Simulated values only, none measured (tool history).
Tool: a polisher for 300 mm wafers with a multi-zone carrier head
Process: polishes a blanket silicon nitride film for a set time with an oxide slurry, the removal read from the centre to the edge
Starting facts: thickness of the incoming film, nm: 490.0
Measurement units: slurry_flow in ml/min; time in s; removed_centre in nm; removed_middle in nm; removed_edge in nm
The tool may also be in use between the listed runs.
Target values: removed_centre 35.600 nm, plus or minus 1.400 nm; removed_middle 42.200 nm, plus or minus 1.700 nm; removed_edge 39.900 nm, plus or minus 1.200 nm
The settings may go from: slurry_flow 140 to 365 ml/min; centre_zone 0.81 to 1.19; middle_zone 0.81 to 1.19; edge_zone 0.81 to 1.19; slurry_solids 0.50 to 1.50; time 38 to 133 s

{"run": 1, "hour": 0.0, "slurry_flow": 235, "centre_zone": 1.0, "middle_zone": 1.0, "edge_zone": 1.0, "slurry_solids": 1.0, "time": 85, "removed_centre": 34.181, "removed_middle": 34.489, "removed_edge": 35.44}
{"run": 2, "hour": 4.7, "slurry_flow": 245, "centre_zone": 0.99, "middle_zone": 1.04, "edge_zone": 1.03, "slurry_solids": 1.05, "time": 85, "removed_centre": 34.948, "removed_middle": 37.051, "removed_edge": 37.628}
{"run": 3, "hour": 13.7, "slurry_flow": 245, "centre_zone": 1.05, "middle_zone": 1.04, "edge_zone": 1.03, "slurry_solids": 1.05, "time": 85, "removed_centre": 37.312, "removed_middle": 36.387, "removed_edge": 36.984}
{"run": 4, "hour": 16.5, "slurry_flow": 245, "centre_zone": 1.05, "middle_zone": 1.1, "edge_zone": 1.03, "slurry_solids": 1.05, "time": 85, "removed_centre": 38.022, "removed_middle": 38.18, "removed_edge": 37.135}
{"run": 5, "hour": 22.1, "slurry_flow": 245, "centre_zone": 1.05, "middle_zone": 1.1, "edge_zone": 1.03, "slurry_solids": 1.05, "time": 71, "removed_centre": 31.025, "removed_middle": 31.732, "removed_edge": 30.922}
{"run": 6, "hour": 30.4, "slurry_flow": 245, "centre_zone": 1.05, "middle_zone": 1.16, "edge_zone": 1.03, "slurry_solids": 1.05, "time": 71, "removed_centre": 31.489, "removed_middle": 33.302, "removed_edge": 30.446}
{"run": 7, "hour": 38.1, "slurry_flow": 255, "centre_zone": 1.03, "middle_zone": 1.17, "edge_zone": 1.06, "slurry_solids": 1.15, "time": 71, "removed_centre": 33.126, "removed_middle": 34.996, "removed_edge": 33.032}
{"run": 8, "hour": 47.1, "slurry_flow": 260, "centre_zone": 1.0, "middle_zone": 1.17, "edge_zone": 1.06, "slurry_solids": 1.2, "time": 72, "removed_centre": 32.557, "removed_middle": 37.084, "removed_edge": 34.214}
{"run": 9, "hour": 52.9, "slurry_flow": 270, "centre_zone": 0.99, "middle_zone": 1.17, "edge_zone": 1.08, "slurry_solids": 1.25, "time": 72, "removed_centre": 32.769, "removed_middle": 37.99, "removed_edge": 35.304}

Next run, 5 choices. One meets every target within its allowed miss, the rest don't. Which?
{"run": "A", "hour": 58.7, "slurry_flow": 270, "centre_zone": 1.01, "middle_zone": 1.17, "edge_zone": 1.02, "slurry_solids": 1.3, "time": 65, "removed_centre": "?", "removed_middle": "?", "removed_edge": "?"}
{"run": "B", "hour": 58.7, "slurry_flow": 265, "centre_zone": 0.98, "middle_zone": 1.1, "edge_zone": 1.17, "slurry_solids": 1.15, "time": 81, "removed_centre": "?", "removed_middle": "?", "removed_edge": "?"}
{"run": "C", "hour": 58.7, "slurry_flow": 235, "centre_zone": 1.12, "middle_zone": 1.18, "edge_zone": 1.04, "slurry_solids": 1.25, "time": 67, "removed_centre": "?", "removed_middle": "?", "removed_edge": "?"}
{"run": "D", "hour": 58.7, "slurry_flow": 295, "centre_zone": 0.97, "middle_zone": 1.19, "edge_zone": 0.85, "slurry_solids": 1.0, "time": 93, "removed_centre": "?", "removed_middle": "?", "removed_edge": "?"}
{"run": "E", "hour": 58.7, "slurry_flow": 245, "centre_zone": 0.95, "middle_zone": 1.16, "edge_zone": 1.09, "slurry_solids": 1.35, "time": 79, "removed_centre": "?", "removed_middle": "?", "removed_edge": "?"}

move=A removed_centre=30.945 removed_middle=35.044 removed_edge=31.839
move=B removed_centre=35.178 removed_middle=38.971 removed_edge=40.038
move=C removed_centre=34.104 removed_middle=35.104 removed_edge=32.110
move=D removed_centre=37.577 removed_middle=44.945 removed_edge=36.887
move=E removed_centre=35.481 removed_middle=42.493 removed_edge=40.291
A: its largest miss is bigger than the last run's
B: gets the furthest-off result to its target, but another result is out of tolerance
C: its largest miss is bigger than the last run's
D: nearer the targets than the last run, but a result is still out of spec
E: hits every target within its allowed miss
Answer: E
